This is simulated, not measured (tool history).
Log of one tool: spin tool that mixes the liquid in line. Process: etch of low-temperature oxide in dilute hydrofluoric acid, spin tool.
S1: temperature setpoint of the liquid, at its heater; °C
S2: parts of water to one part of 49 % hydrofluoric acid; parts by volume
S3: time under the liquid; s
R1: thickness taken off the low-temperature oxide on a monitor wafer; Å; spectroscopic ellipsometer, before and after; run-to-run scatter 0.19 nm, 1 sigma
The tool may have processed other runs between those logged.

{"run": 1, "day": 0.0, "S1": 23, "S2": 195, "S3": 190, "R1": 126.37}
{"run": 2, "day": 0.1, "S1": 23, "S2": 195, "S3": 205, "R1": 138.42}
{"run": 3, "day": 0.238, "S1": 23, "S2": 195, "S3": 205, "R1": 137.59}
{"run": 4, "day": 0.546, "S1": 23, "S2": 195, "S3": 205, "R1": 140.02}
{"run": 5, "day": 0.712, "S1": 25, "S2": 190, "S3": 205, "R1": 155.17}
{"run": 6, "day": 0.992, "S1": 25, "S2": 260, "S3": 205, "R1": 105.04}
{"run": 7, "day": 1.042, "S1": 27, "S2": 235, "S3": 205, "R1": 125.66}
{"run": 8, "day": 1.392, "S1": 28, "S2": 215, "S3": 205, "R1": 146.82}

Run 9, settings as shown, results not yet in. Your forecast:
{"run": 9, "day": 1.7, "S1": 31, "S2": 175, "S3": 205, "R1": "?"}

Logged for run 9: R1 211.87 Å.
